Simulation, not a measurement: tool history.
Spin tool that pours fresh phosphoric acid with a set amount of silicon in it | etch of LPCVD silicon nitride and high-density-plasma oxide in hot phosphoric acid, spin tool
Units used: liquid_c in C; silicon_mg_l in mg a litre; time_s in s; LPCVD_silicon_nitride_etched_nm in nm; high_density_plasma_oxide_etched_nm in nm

run	hour	liquid_c	silicon_mg_l	time_s	LPCVD_silicon_nitride_etched_nm	high_density_plasma_oxide_etched_nm
1	0.0	162.0	13.0	180	16.929	0.56454
2	4.3	162.5	13.0	180	17.123	0.64072
3	8.0	161.0	13.0	180	16.318	0.55865
4	14.3	161.0	13.0	250	22.853	0.76203
5	16.4	160.0	13.0	250	22.290	0.70701
6	18.3	160.0	11.5	250	21.963	0.70983
7	27.1	160.0	10.0	250	22.118	0.79567
8	28.7	160.0	9.5	250	22.285	0.78570
9	32.6	160.0	8.5	250	21.968	0.79900

Run 10 has not been measured yet. What should we expect?
10	41.2	160.0	7.5	250	?	?

LPCVD_silicon_nitride_etched_nm: 22.219 nm
high_density_plasma_oxide_etched_nm: 0.86678 nm
